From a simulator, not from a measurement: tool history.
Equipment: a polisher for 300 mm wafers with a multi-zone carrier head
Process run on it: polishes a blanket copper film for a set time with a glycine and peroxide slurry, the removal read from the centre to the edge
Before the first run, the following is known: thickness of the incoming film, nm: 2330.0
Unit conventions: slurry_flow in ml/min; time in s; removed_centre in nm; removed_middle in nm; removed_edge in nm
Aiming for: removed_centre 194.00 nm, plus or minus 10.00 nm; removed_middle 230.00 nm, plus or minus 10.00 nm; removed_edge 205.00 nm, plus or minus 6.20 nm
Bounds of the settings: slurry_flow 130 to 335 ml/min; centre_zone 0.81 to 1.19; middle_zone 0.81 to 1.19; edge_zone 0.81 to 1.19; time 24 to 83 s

run,hour,slurry_flow,centre_zone,middle_zone,edge_zone,time,removed_centre,removed_middle,removed_edge
1,0.0,215,1.00,1.00,1.00,53,349.93,359.53,355.33
2,5.0,210,0.98,1.01,0.98,49,315.01,326.11,322.95
3,5.9,210,0.98,1.01,1.06,49,319.12,333.30,342.85
4,7.4,210,0.97,1.02,1.03,46,296.38,318.71,315.87
5,16.0,210,0.97,1.02,0.99,46,295.57,322.05,306.68
6,22.5,205,0.96,1.01,0.97,43,270.08,295.70,283.78
7,27.9,205,0.95,1.01,0.95,41,252.80,280.64,267.91
8,35.1,205,0.94,1.01,0.93,40,255.11,271.08,258.02
9,37.4,200,0.92,1.02,0.92,39,230.95,267.65,249.20
10,38.7,200,0.92,1.02,0.91,38,227.84,256.45,245.31
11,42.9,200,0.92,1.03,0.90,37,217.18,254.15,240.44
12,44.8,210,0.92,1.03,0.89,36,215.47,251.36,226.31
13,48.4,210,0.91,1.03,0.88,36,214.60,248.66,227.56
14,51.2,210,0.91,1.03,0.87,36,215.02,248.80,225.04

Next run, 4 choices. One meets every target within its allowed miss, the rest don't. Which?
A,54.0,195,0.84,0.87,0.93,40,?,?,?
B,54.0,310,1.08,0.98,0.81,34,?,?,?
C,54.0,190,0.90,1.06,0.86,33,?,?,?
D,54.0,245,0.97,0.95,0.85,39,?,?,?

move,removed_centre,removed_middle,removed_edge
A,223.29,240.10,258.95
B,255.91,234.42,212.90
C,197.21,233.15,205.22
D,257.73,257.01,245.87
A: misses by more than the last run did
B: misses by more than the last run did
C: every result within its allowed miss
D: misses by more than the last run did
C is the move that brings every result within its allowed miss.
